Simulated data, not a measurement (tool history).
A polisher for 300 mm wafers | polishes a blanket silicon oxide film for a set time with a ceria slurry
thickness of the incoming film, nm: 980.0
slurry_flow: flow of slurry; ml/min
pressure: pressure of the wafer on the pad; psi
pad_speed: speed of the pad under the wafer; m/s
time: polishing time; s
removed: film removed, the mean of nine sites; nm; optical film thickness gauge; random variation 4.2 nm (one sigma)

| run | hour | slurry_flow | pressure | pad_speed | time | removed |
|---|---|---|---|---|---|---|
| 1 | 0 | 205 | 2.6 | 1.1 | 103 | 381.96 |
| 2 | 4.2 | 205 | 2.6 | 1.1 | 103 | 378.65 |
| 3 | 7.7 | 205 | 2.6 | 1.2 | 103 | 417.78 |
| 4 | 12.4 | 205 | 2.6 | 1.42 | 103 | 491.84 |
| 5 | 14.9 | 205 | 2.6 | 1.14 | 103 | 396.08 |
| 6 | 19 | 205 | 2.6 | 1.14 | 108 | 408.98 |

The next listed run, before its measurement:
| 7 | 20 | 210 | 2.8 | 1.14 | 108 | ? |

Run 7 gave removed 450.93 nm.
